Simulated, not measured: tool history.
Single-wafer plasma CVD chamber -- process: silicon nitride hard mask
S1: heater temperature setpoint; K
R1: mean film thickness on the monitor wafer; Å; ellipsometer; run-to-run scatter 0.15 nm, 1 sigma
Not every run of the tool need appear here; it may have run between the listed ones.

{"run": 1, "hour": 0.0, "S1": 688.15, "chamber pressure (Torr)": 1.63, "RF power (W)": 305, "deposition time (s)": 30.4, "R1": 363.13}
{"run": 2, "hour": 4.5, "S1": 688.15, "chamber pressure (Torr)": 1.52, "RF power (W)": 285, "deposition time (s)": 30.1, "R1": 334.94}
{"run": 3, "hour": 10.0, "S1": 688.15, "chamber pressure (Torr)": 1.52, "RF power (W)": 285, "deposition time (s)": 30.4, "R1": 336.17}
{"run": 4, "hour": 11.8, "S1": 688.15, "chamber pressure (Torr)": 1.41, "RF power (W)": 275, "deposition time (s)": 30.3, "R1": 319.71}
{"run": 5, "hour": 14.2, "S1": 688.15, "chamber pressure (Torr)": 1.32, "RF power (W)": 270, "deposition time (s)": 30.2, "R1": 305.43}
{"run": 6, "hour": 17.8, "S1": 688.15, "chamber pressure (Torr)": 1.26, "RF power (W)": 270, "deposition time (s)": 30.2, "R1": 305.92}
{"run": 7, "hour": 19.6, "S1": 688.15, "chamber pressure (Torr)": 1.17, "RF power (W)": 235, "deposition time (s)": 29.7, "R1": 261.09}

The next listed run, before its measurement:
{"run": 8, "hour": 21.9, "S1": 688.15, "chamber pressure (Torr)": 1.24, "RF power (W)": 240, "deposition time (s)": 29.7, "R1": "?"}

Logged for run 8: R1 268.09 Å.
